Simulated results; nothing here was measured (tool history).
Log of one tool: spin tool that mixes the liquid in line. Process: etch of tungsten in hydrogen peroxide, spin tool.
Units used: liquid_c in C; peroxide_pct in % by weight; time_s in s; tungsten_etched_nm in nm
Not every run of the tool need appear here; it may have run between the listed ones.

run 1 hour=0 | liquid_c=51 peroxide_pct=24 time_s=55 | tungsten_etched_nm=85.432
run 2 hour=5.2 | liquid_c=51 peroxide_pct=24 time_s=55 | tungsten_etched_nm=83.87
run 3 hour=10.5 | liquid_c=54 peroxide_pct=24 time_s=55 | tungsten_etched_nm=102.18
run 4 hour=15.3 | liquid_c=47.5 peroxide_pct=24 time_s=55 | tungsten_etched_nm=68.407
run 5 hour=19.9 | liquid_c=47.5 peroxide_pct=22 time_s=55 | tungsten_etched_nm=65.672
run 6 hour=20.8 | liquid_c=51.5 peroxide_pct=22 time_s=55 | tungsten_etched_nm=83.344
run 7 hour=24.6 | liquid_c=51.5 peroxide_pct=22 time_s=55 | tungsten_etched_nm=83.768
-- hour=30.4 heated supply line repaired
run 8 hour=30.4 | liquid_c=54.5 peroxide_pct=22 time_s=55 | tungsten_etched_nm=112.06
run 9 hour=37.5 | liquid_c=56 peroxide_pct=22 time_s=55 | tungsten_etched_nm=124.04
run 10 hour=40.9 | liquid_c=57 peroxide_pct=22 time_s=55 | tungsten_etched_nm=129.01
run 11 hour=49.7 | liquid_c=58 peroxide_pct=22 time_s=55 | tungsten_etched_nm=138.79
run 12 hour=51.2 | liquid_c=58.5 peroxide_pct=22 time_s=55 | tungsten_etched_nm=141.03
run 13 hour=55.2 | liquid_c=59 peroxide_pct=22 time_s=55 | tungsten_etched_nm=145.2
run 14 hour=60.9 | liquid_c=59.5 peroxide_pct=22 time_s=55 | tungsten_etched_nm=151.41
run 15 hour=67.2 | liquid_c=60 peroxide_pct=22 time_s=55 | tungsten_etched_nm=155.22
run 16 hour=76 | liquid_c=60.5 peroxide_pct=22 time_s=55 | tungsten_etched_nm=157.3

Predict the results of run 17:
run 17 hour=80 | liquid_c=61 peroxide_pct=22 time_s=55 | tungsten_etched_nm=?

tungsten_etched_nm: 162.68 nm
